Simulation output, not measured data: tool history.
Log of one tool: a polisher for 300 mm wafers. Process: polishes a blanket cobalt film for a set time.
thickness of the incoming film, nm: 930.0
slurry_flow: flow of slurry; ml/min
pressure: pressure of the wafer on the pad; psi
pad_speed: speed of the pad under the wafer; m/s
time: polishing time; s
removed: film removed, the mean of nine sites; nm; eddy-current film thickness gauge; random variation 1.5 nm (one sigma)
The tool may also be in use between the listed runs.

run,hour,slurry_flow,pressure,pad_speed,time,removed
1,0.0,300,1.3,0.80,56,158.10
2,6.0,300,1.5,0.80,56,180.95
3,14.7,305,1.6,0.80,56,192.28
4,22.3,305,1.7,0.80,56,205.14
5,31.3,305,1.4,0.80,56,168.18
6,35.5,305,1.5,0.80,56,181.79

Run 7 comes next. What will it give?
# hour 37.2: slurry nozzle cleaned
7,37.2,315,1.6,0.80,56,?

Run 7 gave removed 197.27 nm.

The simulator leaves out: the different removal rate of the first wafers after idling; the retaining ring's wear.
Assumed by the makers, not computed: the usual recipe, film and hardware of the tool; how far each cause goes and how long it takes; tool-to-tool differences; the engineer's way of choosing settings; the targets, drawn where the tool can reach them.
